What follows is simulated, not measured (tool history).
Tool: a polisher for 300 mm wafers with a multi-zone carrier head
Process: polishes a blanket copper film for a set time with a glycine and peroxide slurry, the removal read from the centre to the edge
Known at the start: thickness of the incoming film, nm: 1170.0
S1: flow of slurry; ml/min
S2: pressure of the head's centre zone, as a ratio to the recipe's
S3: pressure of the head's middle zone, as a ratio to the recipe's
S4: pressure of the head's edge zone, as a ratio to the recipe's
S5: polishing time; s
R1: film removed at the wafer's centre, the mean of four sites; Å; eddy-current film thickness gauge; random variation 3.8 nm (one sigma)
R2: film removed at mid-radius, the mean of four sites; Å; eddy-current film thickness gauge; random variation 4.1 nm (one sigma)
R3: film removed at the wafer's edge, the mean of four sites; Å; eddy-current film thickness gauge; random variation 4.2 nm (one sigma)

Run 1, day 0: S1 185 ml/min, S2 1, S3 1, S4 1, S5 68 s. Result: R1 3027 Å, R2 3053.4 Å, R3 3001.8 Å.
Run 2, day 0.158: S1 210 ml/min, S2 1, S3 1, S4 1, S5 68 s. Result: R1 3073.9 Å, R2 3049.6 Å, R3 3080.2 Å.
Run 3, day 0.412: S1 210 ml/min, S2 1.08, S3 1, S4 1, S5 68 s. Result: R1 3263.1 Å, R2 3127.4 Å, R3 3101.3 Å.
Run 4, day 0.533: S1 210 ml/min, S2 1.08, S3 1, S4 1.08, S5 68 s. Result: R1 3370.9 Å, R2 3154.4 Å, R3 3304.1 Å.
Run 5, day 0.862: S1 210 ml/min, S2 1.08, S3 1, S4 1.08, S5 54 s. Result: R1 2618.6 Å, R2 2468.9 Å, R3 2515.1 Å.
Run 6, day 1.029: S1 210 ml/min, S2 1.08, S3 1, S4 1.13, S5 54 s. Result: R1 2618.5 Å, R2 2442.4 Å, R3 2570.2 Å.
Run 7, day 1.175: S1 250 ml/min, S2 1.06, S3 1.1, S4 1.13, S5 73 s. Result: R1 3599.8 Å, R2 3683.1 Å, R3 3634.1 Å.

Run 8 comes next. What will it give?
Run 8, day 1.467: S1 250 ml/min, S2 1.06, S3 1.13, S4 1.11, S5 73 s. Result: R1 ?, R2 ?, R3 ?.

{"run 8": {"R1": 3628.3, "R2": 3701.9, "R3": 3523.8}}
